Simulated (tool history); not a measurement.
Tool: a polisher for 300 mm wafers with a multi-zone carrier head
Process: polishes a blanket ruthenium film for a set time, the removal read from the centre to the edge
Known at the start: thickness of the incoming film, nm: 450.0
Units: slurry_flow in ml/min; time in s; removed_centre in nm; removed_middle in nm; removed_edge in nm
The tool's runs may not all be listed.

run,hour,slurry_flow,centre_zone,middle_zone,edge_zone,time,removed_centre,removed_middle,removed_edge
1,0,235,1,1,1,56,88.655,90.019,88.765
2,2.9,235,1,1,1,50,79.199,81.901,78.675
3,10.2,235,0.94,1,1,50,74.432,81.635,79.992
4,12.3,245,0.96,1.03,1.02,52,79.302,88.999,83.536
5,15.3,250,0.98,1.04,1.04,54,85.269,91.891,87.368
6,24.1,250,0.9,1.04,1.04,54,78.824,92.185,86.343

Run 7 comes next. What will it give?
7,29.3,255,0.93,1.06,1.05,56,?,?,?

Run 7 gave removed_centre 83.97 nm, removed_middle 96.21 nm, removed_edge 91.456 nm.
